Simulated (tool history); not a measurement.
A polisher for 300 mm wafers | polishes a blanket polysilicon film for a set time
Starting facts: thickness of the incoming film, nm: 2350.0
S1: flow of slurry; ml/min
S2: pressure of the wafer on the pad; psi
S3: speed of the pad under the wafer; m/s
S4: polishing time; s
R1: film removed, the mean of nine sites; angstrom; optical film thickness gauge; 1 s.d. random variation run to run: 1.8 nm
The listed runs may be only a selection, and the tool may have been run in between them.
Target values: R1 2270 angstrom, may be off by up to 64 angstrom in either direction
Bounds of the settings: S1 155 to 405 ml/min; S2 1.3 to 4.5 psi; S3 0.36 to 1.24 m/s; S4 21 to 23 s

run    day   S1   S2    S3  S4      R1
  1      0  260  2.9   0.8  23  1483.1
  2  0.225  260  2.5   0.8  23  1258.6
  3  0.571  260  2.7   0.8  23  1370.6
  4  0.679  260  2.9   0.8  23  1474.9
  5  0.825  260  2.9  0.98  23  1751.6
  6  1.108  260  2.9  0.98  21  1612.6
  7  1.392  260  3.1  0.98  21  1731.9
  8  1.504  260  3.2  0.98  21  1750.2

Next run, 4 choices. One meets every target within its allowed miss, the rest don't. Which?
  A  1.617  240  3.6     1  22   ?
  B  1.617  250  3.3  1.12  23   ?
  C  1.617  195  3.1  1.24  21   ?
  D  1.617  235  3.2  1.06  23   ?

move      R1
   A    2089
   B  2238.7
   C  2066.4
   D  2051.9
A: moves toward the targets from the last run without getting all of them in spec
B: every result within its allowed miss
C: moves toward the targets from the last run without getting all of them in spec
D: moves toward the targets from the last run without getting all of them in spec
So the answer is move B, the one that meets all the targets.
